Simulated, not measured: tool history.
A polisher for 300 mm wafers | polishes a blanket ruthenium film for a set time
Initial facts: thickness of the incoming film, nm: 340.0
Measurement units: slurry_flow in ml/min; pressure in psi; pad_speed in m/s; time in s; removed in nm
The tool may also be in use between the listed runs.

run	hour	slurry_flow	pressure	pad_speed	time	removed
1	0	125	2.3	0.96	96	101.81
2	6.9	125	1.8	0.96	96	79.255
3	12.8	135	2	0.96	96	90.117
4	20.2	135	2	0.96	96	88.889
5	21.4	145	2.1	0.96	96	94.794
6	29.1	150	2.2	0.96	96	98.861
7	33.1	150	2.3	0.96	96	103.56
8	34.4	150	2.4	0.96	96	108.74

Predict the results of run 9:
9	38.3	155	2.5	0.96	96	?

{"run 9": {"removed": 111.85}}
